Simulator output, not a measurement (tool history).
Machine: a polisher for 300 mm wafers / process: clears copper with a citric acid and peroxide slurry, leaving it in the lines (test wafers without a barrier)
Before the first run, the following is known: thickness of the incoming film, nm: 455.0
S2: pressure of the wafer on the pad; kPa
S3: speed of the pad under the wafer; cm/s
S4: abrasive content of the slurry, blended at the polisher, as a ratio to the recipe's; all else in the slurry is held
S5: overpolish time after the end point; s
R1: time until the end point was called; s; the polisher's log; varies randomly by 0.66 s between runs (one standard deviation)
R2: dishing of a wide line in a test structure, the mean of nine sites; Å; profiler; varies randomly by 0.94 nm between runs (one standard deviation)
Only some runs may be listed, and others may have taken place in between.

{"run": 1, "day": 0.0, "flow of slurry (ml/min)": 295, "S2": 28.3, "S3": 138, "S4": 1.0, "S5": 27, "R1": 101.62, "R2": 735.42}
{"run": 2, "day": 0.096, "flow of slurry (ml/min)": 295, "S2": 29.0, "S3": 140, "S4": 1.0, "S5": 24, "R1": 98.475, "R2": 671.64}
{"run": 3, "day": 0.2, "flow of slurry (ml/min)": 295, "S2": 29.6, "S3": 140, "S4": 1.0, "S5": 22, "R1": 96.993, "R2": 639.03}
{"run": 4, "day": 0.533, "flow of slurry (ml/min)": 295, "S2": 29.6, "S3": 174, "S4": 1.0, "S5": 22, "R1": 82.875, "R2": 722.81}
{"run": 5, "day": 0.804, "flow of slurry (ml/min)": 295, "S2": 29.6, "S3": 148, "S4": 1.0, "S5": 22, "R1": 92.748, "R2": 692.1}
{"run": 6, "day": 1.029, "flow of slurry (ml/min)": 295, "S2": 29.6, "S3": 152, "S4": 1.0, "S5": 20, "R1": 90.05, "R2": 618.32}
{"run": 7, "day": 1.208, "flow of slurry (ml/min)": 295, "S2": 30.3, "S3": 152, "S4": 1.0, "S5": 19, "R1": 88.65, "R2": 611.45}
{"run": 8, "day": 1.542, "flow of slurry (ml/min)": 295, "S2": 31.0, "S3": 152, "S4": 1.0, "S5": 18, "R1": 87.064, "R2": 599.32}
{"run": 9, "day": 1.729, "flow of slurry (ml/min)": 295, "S2": 31.7, "S3": 152, "S4": 1.0, "S5": 17, "R1": 85.441, "R2": 570.46}
{"run": 10, "day": 2.079, "flow of slurry (ml/min)": 295, "S2": 31.7, "S3": 152, "S4": 1.0, "S5": 16, "R1": 86.755, "R2": 575.16}
{"run": 11, "day": 2.188, "flow of slurry (ml/min)": 295, "S2": 32.4, "S3": 152, "S4": 1.0, "S5": 15, "R1": 85.297, "R2": 537.17}

Run 12 has not been measured yet. What should we expect?
{"run": 12, "day": 2.225, "flow of slurry (ml/min)": 295, "S2": 33.1, "S3": 152, "S4": 1.0, "S5": 14, "R1": "?", "R2": "?"}

{"run 12": {"R1": 83.364, "R2": 506.91}}
